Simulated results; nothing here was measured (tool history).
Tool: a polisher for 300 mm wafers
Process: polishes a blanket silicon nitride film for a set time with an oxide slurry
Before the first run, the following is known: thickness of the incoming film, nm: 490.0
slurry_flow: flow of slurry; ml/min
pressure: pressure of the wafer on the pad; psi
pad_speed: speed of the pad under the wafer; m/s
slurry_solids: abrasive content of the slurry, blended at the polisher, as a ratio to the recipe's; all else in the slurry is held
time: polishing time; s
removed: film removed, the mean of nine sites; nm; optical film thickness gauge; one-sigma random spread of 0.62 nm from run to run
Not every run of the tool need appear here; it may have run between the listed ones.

run    day  slurry_flow  pressure  pad_speed  slurry_solids  time  removed
  1  0.000          250       4.0       1.30            1.0    45   39.903
  2  0.338          250       4.1       1.30            1.0    45   40.761
  3  0.671          250       4.1       1.30            0.8    45   34.114
  4  0.821          250       4.1       1.00            0.8    45   27.881
  5  0.900          250       4.3       1.02            0.8    45   30.058
  6  1.062          250       4.3       1.02            0.8    45   29.336
  7  1.383          250       4.5       1.04            0.8    45   31.278
  8  1.717          250       5.6       1.20            0.8    45   43.582
  9  1.829          250       5.7       1.20            0.8    45   44.162
 10  1.925          250       5.8       1.22            0.8    45   45.232
 11  1.983          250       5.8       1.24            0.8    45   46.641

The next listed run, before its measurement:
 12  2.017          250       6.0       1.26            0.8    45        ?

Run 12 came out at removed 48.382 nm.

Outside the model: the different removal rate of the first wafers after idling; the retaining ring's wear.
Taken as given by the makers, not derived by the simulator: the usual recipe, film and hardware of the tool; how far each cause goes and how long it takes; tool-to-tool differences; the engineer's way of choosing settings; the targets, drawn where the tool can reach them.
